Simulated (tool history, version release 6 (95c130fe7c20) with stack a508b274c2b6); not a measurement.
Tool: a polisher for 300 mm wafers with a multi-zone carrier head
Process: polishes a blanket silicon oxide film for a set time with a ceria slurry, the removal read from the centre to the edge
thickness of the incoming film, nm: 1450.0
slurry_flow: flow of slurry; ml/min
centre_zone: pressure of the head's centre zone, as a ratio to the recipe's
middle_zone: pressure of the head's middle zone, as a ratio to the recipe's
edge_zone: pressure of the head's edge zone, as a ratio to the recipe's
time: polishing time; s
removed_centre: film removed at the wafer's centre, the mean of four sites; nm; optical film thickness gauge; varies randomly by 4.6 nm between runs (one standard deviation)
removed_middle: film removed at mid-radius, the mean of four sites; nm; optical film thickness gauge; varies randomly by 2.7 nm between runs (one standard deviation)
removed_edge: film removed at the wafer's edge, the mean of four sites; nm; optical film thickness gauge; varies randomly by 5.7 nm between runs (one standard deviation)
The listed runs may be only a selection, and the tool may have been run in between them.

run    day  slurry_flow  centre_zone  middle_zone  edge_zone  time  removed_centre  removed_middle  removed_edge
  1      0          160            1            1          1    67          424.37          429.96        438.28
  2  0.138          160         0.93            1          1    67          420.38          434.17        448.76
  3  0.162          150         0.91         0.98       1.01    66          393.23          413.63        439.57
  4  0.238          140         0.91         0.96       1.01    66          377.64          402.78        425.34
  5  0.483          175         0.91         0.96       1.01    66          399.65          419.96        452.27
  6  0.671          175         0.91            1       1.01    66          400.66          437.25        450.63

Predict the results of run 7:
  7  0.762          165         0.91         0.97       1.02    66               ?               ?             ?

removed_centre: 397.9 nm
removed_middle: 420.54 nm
removed_edge: 436.36 nm
